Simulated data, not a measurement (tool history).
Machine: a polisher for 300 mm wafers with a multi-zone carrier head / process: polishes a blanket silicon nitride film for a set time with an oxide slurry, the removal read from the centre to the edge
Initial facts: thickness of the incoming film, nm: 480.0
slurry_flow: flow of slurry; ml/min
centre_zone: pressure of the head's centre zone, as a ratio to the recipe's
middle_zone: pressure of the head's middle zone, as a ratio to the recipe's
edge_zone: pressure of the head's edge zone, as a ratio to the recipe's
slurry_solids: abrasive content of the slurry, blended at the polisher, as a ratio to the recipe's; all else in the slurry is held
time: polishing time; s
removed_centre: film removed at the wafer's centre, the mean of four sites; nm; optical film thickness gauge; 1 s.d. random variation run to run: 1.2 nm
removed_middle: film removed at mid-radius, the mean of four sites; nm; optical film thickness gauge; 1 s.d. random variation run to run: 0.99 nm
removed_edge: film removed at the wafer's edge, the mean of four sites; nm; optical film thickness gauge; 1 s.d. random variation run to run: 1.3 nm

run 1 hour=0 | slurry_flow=270 centre_zone=1 middle_zone=1 edge_zone=1 slurry_solids=1 time=52 | removed_centre=56.928 removed_middle=56.272 removed_edge=56.722
run 2 hour=1.5 | slurry_flow=270 centre_zone=1 middle_zone=1.03 edge_zone=1.03 slurry_solids=1.15 time=55 | removed_centre=67.213 removed_middle=67.319 removed_edge=66.32
run 3 hour=7.5 | slurry_flow=270 centre_zone=1 middle_zone=1.08 edge_zone=1.03 slurry_solids=1.15 time=55 | removed_centre=66.864 removed_middle=67.461 removed_edge=65.219
run 4 hour=15.4 | slurry_flow=270 centre_zone=1 middle_zone=1.08 edge_zone=1.03 slurry_solids=1.3 time=55 | removed_centre=70.857 removed_middle=71.809 removed_edge=69.478
run 5 hour=18.5 | slurry_flow=270 centre_zone=1.06 middle_zone=1.08 edge_zone=1.03 slurry_solids=1.3 time=55 | removed_centre=76.202 removed_middle=71.547 removed_edge=72.12
run 6 hour=27.2 | slurry_flow=270 centre_zone=1.06 middle_zone=1.08 edge_zone=1.03 slurry_solids=1.2 time=55 | removed_centre=71.485 removed_middle=69.197 removed_edge=67.137
run 7 hour=32 | slurry_flow=270 centre_zone=1.02 middle_zone=1.1 edge_zone=1.07 slurry_solids=1.3 time=57 | removed_centre=74.709 removed_middle=77.107 removed_edge=73.574
run 8 hour=33 | slurry_flow=270 centre_zone=1.02 middle_zone=1.1 edge_zone=1.07 slurry_solids=1.3 time=57 | removed_centre=75.362 removed_middle=74.653 removed_edge=73.494
run 9 hour=41.4 | slurry_flow=270 centre_zone=1.02 middle_zone=1.1 edge_zone=1.07 slurry_solids=1.3 time=57 | removed_centre=76.203 removed_middle=76.167 removed_edge=71.747

Forecast run 10:
run 10 hour=47.4 | slurry_flow=270 centre_zone=0.98 middle_zone=1.08 edge_zone=1.05 slurry_solids=1.35 time=59 | removed_centre=? removed_middle=? removed_edge=?

removed_centre: 76.079 nm
removed_middle: 79.245 nm
removed_edge: 76.409 nm
